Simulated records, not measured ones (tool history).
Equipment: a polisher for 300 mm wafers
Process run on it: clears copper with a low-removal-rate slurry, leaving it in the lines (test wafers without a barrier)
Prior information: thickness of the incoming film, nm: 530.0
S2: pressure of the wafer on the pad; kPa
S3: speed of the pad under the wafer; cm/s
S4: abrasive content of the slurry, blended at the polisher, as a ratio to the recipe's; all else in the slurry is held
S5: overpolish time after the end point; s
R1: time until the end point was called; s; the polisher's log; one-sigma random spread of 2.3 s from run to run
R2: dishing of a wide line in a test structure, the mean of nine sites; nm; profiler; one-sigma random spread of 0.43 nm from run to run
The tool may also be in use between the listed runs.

run 1 hour=0 | flow_of_slurry_(ml/min)=320 S2=26.2 S3=138 S4=1 S5=13 | R1=123.82 R2=30.332
run 2 hour=2.8 | flow_of_slurry_(ml/min)=320 S2=26.2 S3=122 S4=1 S5=13 | R1=137.15 R2=27.577
run 3 hour=4.2 | flow_of_slurry_(ml/min)=315 S2=23.4 S3=122 S4=1 S5=15 | R1=154.45 R2=28.576
run 4 hour=7.3 | flow_of_slurry_(ml/min)=265 S2=23.4 S3=122 S4=1 S5=15 | R1=152.67 R2=28.143
run 5 hour=9 | flow_of_slurry_(ml/min)=265 S2=22.1 S3=122 S4=1 S5=16 | R1=162.88 R2=28.06
run 6 hour=17.1 | flow_of_slurry_(ml/min)=315 S2=22.1 S3=122 S4=1 S5=16 | R1=159.9 R2=28.593

Run 7, settings as shown, results not yet in. Your forecast:
run 7 hour=24.3 | flow_of_slurry_(ml/min)=315 S2=20.7 S3=122 S4=1 S5=17 | R1=? R2=?

Run 7 measured R1 172.29 s, R2 28.819 nm.
